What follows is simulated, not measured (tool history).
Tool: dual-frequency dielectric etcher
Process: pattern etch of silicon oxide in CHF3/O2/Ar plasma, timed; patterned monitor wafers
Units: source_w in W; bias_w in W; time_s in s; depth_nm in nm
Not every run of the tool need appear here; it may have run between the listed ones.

run  hour  source_w  bias_w  time_s  depth_nm
  1   0.0       680     130   273.5    547.14
  2   6.7       700     131   273.5    551.41
  3  13.6       720     132   273.5    556.17
  4  14.3       620     132   273.5    532.76
  5  20.3       620     153   273.5    562.53
  6  22.3       620     153   249.5    514.29
  7  30.5       650     156   250.5    526.00
  8  36.6       670     159   252.5    539.14

Run 9 comes next. What will it give?
  9  38.9       690     161   253.5         ?

{"run 9": {"depth_nm": 551.05}}
